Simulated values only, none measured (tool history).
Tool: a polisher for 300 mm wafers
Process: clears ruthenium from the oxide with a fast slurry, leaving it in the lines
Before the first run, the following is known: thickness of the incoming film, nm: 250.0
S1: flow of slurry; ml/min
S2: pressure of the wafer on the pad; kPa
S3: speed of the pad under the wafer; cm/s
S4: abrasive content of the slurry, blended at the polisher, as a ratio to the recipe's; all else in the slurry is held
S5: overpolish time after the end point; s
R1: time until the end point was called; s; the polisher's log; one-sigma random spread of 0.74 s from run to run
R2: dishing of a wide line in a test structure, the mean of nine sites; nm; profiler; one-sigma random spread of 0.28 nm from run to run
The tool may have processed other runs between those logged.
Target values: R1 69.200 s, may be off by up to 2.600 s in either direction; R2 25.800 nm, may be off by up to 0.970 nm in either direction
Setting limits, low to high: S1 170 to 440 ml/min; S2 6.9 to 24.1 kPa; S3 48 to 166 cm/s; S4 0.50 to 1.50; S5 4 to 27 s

Run 1, hour 0.0: S1 280 ml/min, S2 15.2 kPa, S3 106 cm/s, S4 1.00, S5 14 s. Result: R1 69.735 s, R2 43.211 nm.
Run 2, hour 6.3: S1 280 ml/min, S2 15.2 kPa, S3 106 cm/s, S4 0.80, S5 14 s. Result: R1 72.632 s, R2 41.449 nm.
Run 3, hour 8.7: S1 280 ml/min, S2 15.2 kPa, S3 106 cm/s, S4 0.60, S5 14 s. Result: R1 79.595 s, R2 38.439 nm.
Run 4, hour 14.7: S1 280 ml/min, S2 15.2 kPa, S3 96 cm/s, S4 0.60, S5 14 s. Result: R1 83.566 s, R2 36.028 nm.
Run 5, hour 23.6: S1 285 ml/min, S2 15.9 kPa, S3 96 cm/s, S4 0.60, S5 13 s. Result: R1 82.565 s, R2 35.565 nm.
Run 6, hour 24.3: S1 285 ml/min, S2 19.3 kPa, S3 96 cm/s, S4 0.60, S5 13 s. Result: R1 65.467 s, R2 41.934 nm.
Run 7, hour 26.9: S1 285 ml/min, S2 19.3 kPa, S3 96 cm/s, S4 0.60, S5 12 s. Result: R1 66.723 s, R2 39.181 nm.
Run 8, hour 35.5: S1 285 ml/min, S2 19.3 kPa, S3 96 cm/s, S4 0.60, S5 12 s. Result: R1 66.464 s, R2 39.534 nm.
Run 9, hour 41.2: S1 285 ml/min, S2 19.3 kPa, S3 96 cm/s, S4 0.60, S5 11 s. Result: R1 66.402 s, R2 36.384 nm.
Run 10, hour 48.4: S1 285 ml/min, S2 19.3 kPa, S3 96 cm/s, S4 0.60, S5 10 s. Result: R1 66.640 s, R2 33.559 nm.
Run 11, hour 54.0: S1 285 ml/min, S2 19.3 kPa, S3 96 cm/s, S4 0.60, S5 9 s. Result: R1 67.426 s, R2 30.452 nm.
Run 12, hour 59.2: S1 285 ml/min, S2 19.3 kPa, S3 96 cm/s, S4 0.60, S5 8 s. Result: R1 67.033 s, R2 26.294 nm.
Run 13, hour 64.1: S1 280 ml/min, S2 19.3 kPa, S3 96 cm/s, S4 0.60, S5 8 s. Result: R1 66.007 s, R2 26.445 nm.

Below are 4 possible settings for the next run. Only one of them brings all results inside the allowed miss of their targets. Which is it?
Run A, hour 69.0: S1 305 ml/min, S2 19.3 kPa, S3 92 cm/s, S4 0.55, S5 9 s. Result: R1 ?, R2 ?.
Run B, hour 69.0: S1 300 ml/min, S2 18.6 kPa, S3 110 cm/s, S4 0.55, S5 8 s. Result: R1 ?, R2 ?.
Run C, hour 69.0: S1 290 ml/min, S2 20.7 kPa, S3 106 cm/s, S4 0.50, S5 7 s. Result: R1 ?, R2 ?.
Run D, hour 69.0: S1 335 ml/min, S2 13.8 kPa, S3 132 cm/s, S4 0.75, S5 8 s. Result: R1 ?, R2 ?.

move      R1      R2
   A  69.282  29.489
   B  64.068  28.412
   C  60.753  26.334
   D  69.411  26.341
A: brings the last run's worst result on target, with another outside its allowed miss
B: its largest miss is bigger than the last run's
C: its largest miss is bigger than the last run's
D: hits every target within its allowed miss
D meets every target.

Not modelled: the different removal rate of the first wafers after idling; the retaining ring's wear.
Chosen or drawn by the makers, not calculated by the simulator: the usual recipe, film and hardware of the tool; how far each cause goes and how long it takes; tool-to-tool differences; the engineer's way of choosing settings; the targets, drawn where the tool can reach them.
